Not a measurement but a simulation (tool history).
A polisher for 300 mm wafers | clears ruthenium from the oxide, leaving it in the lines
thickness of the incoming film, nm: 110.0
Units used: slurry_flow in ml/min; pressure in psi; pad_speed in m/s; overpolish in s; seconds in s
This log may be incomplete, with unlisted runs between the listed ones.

run,hour,slurry_flow,pressure,pad_speed,overpolish,seconds
1,0,270,1.8,1.14,38,83.013
2,7.8,270,1.8,1.14,38,83.864
3,14,270,1.8,0.92,38,96.355
4,22.9,270,2,0.94,38,87.25
# hour 23.5: head pressure recalibrated
5,23.5,270,2.2,0.96,38,86.244
6,29.2,270,2.2,0.82,38,96.593
7,30.8,275,2.3,0.96,38,82.865

For run 8, what comes out?
8,34.8,275,2.4,1.06,38,?

seconds: 71.496 s
